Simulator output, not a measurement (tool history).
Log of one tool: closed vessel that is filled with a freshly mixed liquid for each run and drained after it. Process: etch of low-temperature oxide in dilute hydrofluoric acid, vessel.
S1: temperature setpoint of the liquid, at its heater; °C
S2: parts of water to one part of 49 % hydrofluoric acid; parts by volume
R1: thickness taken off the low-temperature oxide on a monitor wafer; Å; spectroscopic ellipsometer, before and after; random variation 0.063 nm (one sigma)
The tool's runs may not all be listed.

{"run": 1, "hour": 0.0, "S1": 23, "S2": 115, "time in the liquid (s)": 215, "R1": 208.99}
{"run": 2, "hour": 3.6, "S1": 23, "S2": 155, "time in the liquid (s)": 215, "R1": 148.5}
{"run": 3, "hour": 6.1, "S1": 23.5, "S2": 155, "time in the liquid (s)": 215, "R1": 151.7}
{"run": 4, "hour": 12.2, "S1": 23.5, "S2": 115, "time in the liquid (s)": 215, "R1": 214.37}
{"run": 5, "hour": 21.3, "S1": 25, "S2": 115, "time in the liquid (s)": 215, "R1": 226.31}
{"run": 6, "hour": 25.8, "S1": 27.5, "S2": 115, "time in the liquid (s)": 215, "R1": 248.39}
{"run": 7, "hour": 29.6, "S1": 25, "S2": 115, "time in the liquid (s)": 215, "R1": 227.82}
{"run": 8, "hour": 32.2, "S1": 23, "S2": 115, "time in the liquid (s)": 215, "R1": 210.48}
{"run": 9, "hour": 35.3, "S1": 21.5, "S2": 115, "time in the liquid (s)": 215, "R1": 196.62}
{"run": 10, "hour": 40.7, "S1": 21.5, "S2": 115, "time in the liquid (s)": 215, "R1": 198.66}
{"run": 11, "hour": 46.5, "S1": 20.5, "S2": 115, "time in the liquid (s)": 215, "R1": 189.98}
{"run": 12, "hour": 54.3, "S1": 19.5, "S2": 115, "time in the liquid (s)": 215, "R1": 182.19}
{"run": 13, "hour": 59.3, "S1": 19, "S2": 115, "time in the liquid (s)": 215, "R1": 179.17}
{"run": 14, "hour": 62.9, "S1": 18.5, "S2": 115, "time in the liquid (s)": 215, "R1": 174.33}

Forecast run 15:
{"run": 15, "hour": 64.9, "S1": 18, "S2": 115, "time in the liquid (s)": 215, "R1": "?"}

Run 15 gave R1 171.39 Å.
